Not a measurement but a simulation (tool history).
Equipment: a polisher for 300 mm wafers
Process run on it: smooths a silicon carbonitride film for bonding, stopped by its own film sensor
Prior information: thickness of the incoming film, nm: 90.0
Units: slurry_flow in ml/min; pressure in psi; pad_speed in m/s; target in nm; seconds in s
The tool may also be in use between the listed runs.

{"run": 1, "hour": 0.0, "slurry_flow": 170, "pressure": 2.4, "pad_speed": 0.98, "slurry_solids": 1, "target": 80, "seconds": 38.658}
{"run": 2, "hour": 1.9, "slurry_flow": 170, "pressure": 1.9, "pad_speed": 0.98, "slurry_solids": 1, "target": 80, "seconds": 47.827}
{"run": 3, "hour": 4.1, "slurry_flow": 170, "pressure": 1.9, "pad_speed": 0.8, "slurry_solids": 1, "target": 80, "seconds": 54.891}
{"run": 4, "hour": 8.8, "slurry_flow": 155, "pressure": 1.9, "pad_speed": 0.8, "slurry_solids": 1, "target": 80, "seconds": 59.489}
{"hour": 16.7, "done": "head pressure recalibrated"}
{"run": 5, "hour": 16.7, "slurry_flow": 145, "pressure": 1.7, "pad_speed": 0.78, "slurry_solids": 1, "target": 80, "seconds": 68.716}
{"run": 6, "hour": 25.2, "slurry_flow": 145, "pressure": 1.7, "pad_speed": 0.62, "slurry_solids": 1, "target": 80, "seconds": 84.608}
{"run": 7, "hour": 34.1, "slurry_flow": 140, "pressure": 1.7, "pad_speed": 0.62, "slurry_solids": 1, "target": 80, "seconds": 84.074}
{"run": 8, "hour": 41.0, "slurry_flow": 135, "pressure": 1.7, "pad_speed": 0.62, "slurry_solids": 1, "target": 80, "seconds": 82.661}
{"run": 9, "hour": 44.0, "slurry_flow": 135, "pressure": 1.6, "pad_speed": 0.62, "slurry_solids": 1, "target": 80, "seconds": 89.422}
{"run": 10, "hour": 49.1, "slurry_flow": 135, "pressure": 1.6, "pad_speed": 0.62, "slurry_solids": 1, "target": 80, "seconds": 88.569}

The next listed run, before its measurement:
{"run": 11, "hour": 57.1, "slurry_flow": 130, "pressure": 1.6, "pad_speed": 0.62, "slurry_solids": 1, "target": 80, "seconds": "?"}

seconds: 87.479 s

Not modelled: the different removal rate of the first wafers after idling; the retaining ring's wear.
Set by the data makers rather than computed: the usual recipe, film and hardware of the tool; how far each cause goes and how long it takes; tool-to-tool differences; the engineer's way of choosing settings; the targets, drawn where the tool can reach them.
